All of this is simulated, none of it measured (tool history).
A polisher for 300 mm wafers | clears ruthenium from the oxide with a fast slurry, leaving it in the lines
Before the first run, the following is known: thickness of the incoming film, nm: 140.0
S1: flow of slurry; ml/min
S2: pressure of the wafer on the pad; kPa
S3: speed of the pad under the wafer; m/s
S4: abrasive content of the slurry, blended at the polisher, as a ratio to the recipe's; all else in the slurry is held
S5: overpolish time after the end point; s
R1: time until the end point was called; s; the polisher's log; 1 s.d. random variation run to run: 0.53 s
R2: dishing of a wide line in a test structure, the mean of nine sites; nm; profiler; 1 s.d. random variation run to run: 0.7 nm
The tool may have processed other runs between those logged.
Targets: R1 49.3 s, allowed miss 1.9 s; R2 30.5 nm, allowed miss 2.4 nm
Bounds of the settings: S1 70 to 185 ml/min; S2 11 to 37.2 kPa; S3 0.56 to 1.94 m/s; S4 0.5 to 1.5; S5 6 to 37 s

run,day,S1,S2,S3,S4,S5,R1,R2
1,0,120,24.1,1.24,1,19,29.151,78.941
2,0.333,120,22.8,1.24,1,17,30.975,67.641
3,0.475,120,21.4,1.24,1,16,32.541,61.234
4,0.504,120,21.4,1.24,1,13,33.288,51.522
5,0.796,120,21.4,1.24,0.85,13,36.448,48.791
6,0.875,120,20.7,1.24,0.85,12,37.082,44.189
7,1.021,120,20,1.24,0.85,12,38.283,42.259
8,1.162,120,19.3,1.24,0.85,12,39.741,41.922
9,1.417,105,14.5,1.22,0.85,8,54.492,20.067
10,1.542,110,14.5,1.22,0.85,8,54.087,21.113
11,1.804,115,14.5,1.22,0.85,8,53.094,20.551
12,1.942,120,14.5,1.22,0.85,9,53.534,23.455
13,2.112,125,14.5,1.22,0.85,9,53.347,22.717

Which of these 4 next moves meets every target?
A,2.283,135,13.1,1.28,0.85,15,?,?
B,2.283,140,13.8,1.16,0.95,10,?,?
C,2.283,115,17.9,1.24,0.7,11,?,?
D,2.283,125,20,0.92,0.75,11,?,?

move,R1,R2
A,53.928,37.37
B,52.751,26.147
C,47.945,31.272
D,54.208,27.878
A: carries the result that was furthest off beyond its target, to the other side
B: closes in on the targets versus the last run, not all within tolerance yet
C: meets every target
D: closes in on the targets versus the last run, not all within tolerance yet
Go with C: it meets all targets.
